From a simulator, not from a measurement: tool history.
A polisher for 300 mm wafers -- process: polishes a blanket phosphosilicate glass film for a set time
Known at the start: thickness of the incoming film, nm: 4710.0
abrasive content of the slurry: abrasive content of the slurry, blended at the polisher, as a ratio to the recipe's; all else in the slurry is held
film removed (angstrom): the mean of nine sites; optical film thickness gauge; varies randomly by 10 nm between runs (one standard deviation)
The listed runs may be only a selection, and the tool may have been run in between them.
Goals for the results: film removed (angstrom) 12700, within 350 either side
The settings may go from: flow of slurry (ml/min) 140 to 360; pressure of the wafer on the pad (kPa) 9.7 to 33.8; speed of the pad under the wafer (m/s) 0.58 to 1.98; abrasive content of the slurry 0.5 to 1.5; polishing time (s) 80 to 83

run,hour,flow of slurry (ml/min),pressure of the wafer on the pad (kPa),speed of the pad under the wafer (m/s),abrasive content of the slurry,polishing time (s),film removed (angstrom)
1,0,230,21.4,1.28,1,80,9767.8
2,2.1,230,21.4,1.12,1,80,8875.6
3,8.9,230,21.4,1.12,0.9,80,8322.4
4,11.9,235,24.1,1.12,0.9,80,8974.7
5,19.9,235,24.1,1.12,0.9,83,9347
6,21.3,205,24.1,1.12,0.9,83,9181.3
7,23,240,30.3,1.14,0.9,83,11393
8,31.3,240,30.3,1.14,0.9,83,11400
9,31.8,250,31.7,1.14,0.9,83,11776
10,32.8,250,32.4,1.14,0.9,83,12076
11,33.8,250,33.1,1.14,0.9,83,12271
12,39.4,250,33.1,1.14,0.9,83,12293

5 next moves are on the table. One of them brings every result within its allowed miss. Which?
A,45,260,31,1.24,0.85,83,?
B,45,240,33.8,1.2,0.85,80,?
C,45,255,31.7,1.08,0.95,83,?
D,45,300,33.1,1.08,0.95,80,?
E,45,245,33.1,1.16,0.95,82,?

move,film removed (angstrom)
A,11861
B,11853
C,11649
D,11753
E,12571
A: lands further from the targets than the last run did
B: lands further from the targets than the last run did
C: lands further from the targets than the last run did
D: lands further from the targets than the last run did
E: every result lands within tolerance
The right move is E.
